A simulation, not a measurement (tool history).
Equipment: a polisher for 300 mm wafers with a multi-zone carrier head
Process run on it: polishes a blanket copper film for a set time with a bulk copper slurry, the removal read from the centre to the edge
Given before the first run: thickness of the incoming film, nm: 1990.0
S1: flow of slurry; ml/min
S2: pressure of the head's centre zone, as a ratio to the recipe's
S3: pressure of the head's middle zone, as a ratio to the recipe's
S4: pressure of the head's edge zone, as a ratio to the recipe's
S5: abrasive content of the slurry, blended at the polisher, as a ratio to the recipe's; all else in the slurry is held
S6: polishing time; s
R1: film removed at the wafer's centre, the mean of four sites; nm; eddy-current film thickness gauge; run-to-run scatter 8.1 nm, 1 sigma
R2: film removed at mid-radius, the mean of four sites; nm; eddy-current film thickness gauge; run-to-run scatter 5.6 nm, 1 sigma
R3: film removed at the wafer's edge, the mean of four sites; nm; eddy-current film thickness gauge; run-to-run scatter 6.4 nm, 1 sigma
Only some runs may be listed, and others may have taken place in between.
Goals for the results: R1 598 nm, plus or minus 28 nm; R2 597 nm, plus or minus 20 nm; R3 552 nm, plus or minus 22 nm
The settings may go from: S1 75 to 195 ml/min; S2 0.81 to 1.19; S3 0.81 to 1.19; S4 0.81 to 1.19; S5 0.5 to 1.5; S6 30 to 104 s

run    day   S1    S2    S3    S4    S5  S6      R1      R2      R3
  1      0  125     1     1     1     1  67  423.22  415.46  408.53
  2  0.329  125     1     1     1     1  57  365.14  356.82  355.19
  3  0.379  125     1     1     1  0.85  57  366.97  343.89  337.85
  4  0.738  135  1.02  1.02  1.01  0.95  59   395.6  385.26  363.17
  5  0.871  135  0.98  1.02  1.01  0.95  59  383.39  373.15  361.75
  6  1.012  135  0.98  1.02  1.08  0.95  59  382.42  377.06  382.23
  7  1.292  140     1  1.03  1.09     1  61  411.57  400.49  395.67
  8  1.388  140  1.01  1.04   1.1  1.05  63   431.1  427.94  405.73

Pick the move, out of 4, that brings all results within their allowed miss; only one does.
  A  1.483  165  0.96  1.13  1.05  0.95  50   ?   ?   ?
  B  1.483  150   0.9  0.81  1.18   0.9  47   ?   ?   ?
  C  1.483  120  0.81  1.06  1.16  0.95  94   ?   ?   ?
  D  1.483  180  1.03  1.07  1.05  1.15  81   ?   ?   ?

move      R1      R2      R3
   A  329.06  361.74  328.37
   B  286.45   260.2  315.02
   C  513.01  605.81  609.62
   D  593.44  596.73  562.32
A: moves away from the targets compared with the last run
B: moves away from the targets compared with the last run
C: brings the result that was furthest off to its target, and leaves another outside
D: all results in spec
D is the move that brings every result within its allowed miss.
